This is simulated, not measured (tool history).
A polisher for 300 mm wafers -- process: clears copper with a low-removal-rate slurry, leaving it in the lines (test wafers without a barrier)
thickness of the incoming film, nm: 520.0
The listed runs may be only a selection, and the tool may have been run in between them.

run,hour,flow of slurry (ml/min),pressure of the wafer on the pad (kPa),speed of the pad under the wafer (cm/s),abrasive content of the slurry,overpolish time after the end point (s),time until the end point was called (s),dishing of a wide line in a test structure (nm)
1,0.0,310,29.0,90,1.0,14,168.42,30.881
2,6.9,310,27.6,90,1.0,15,171.61,31.882
3,9.7,310,25.5,90,1.0,16,186.60,31.497
4,17.3,310,25.5,106,1.0,16,163.76,35.493
5,20.6,310,25.5,106,1.0,14,166.31,30.552
6,22.2,310,23.4,106,1.0,15,177.67,31.912

What will run 7 give?
7,25.2,310,23.4,106,1.0,15,?,?

Run 7 yielded time until the end point was called (s) 177.88, dishing of a wide line in a test structure (nm) 31.156.
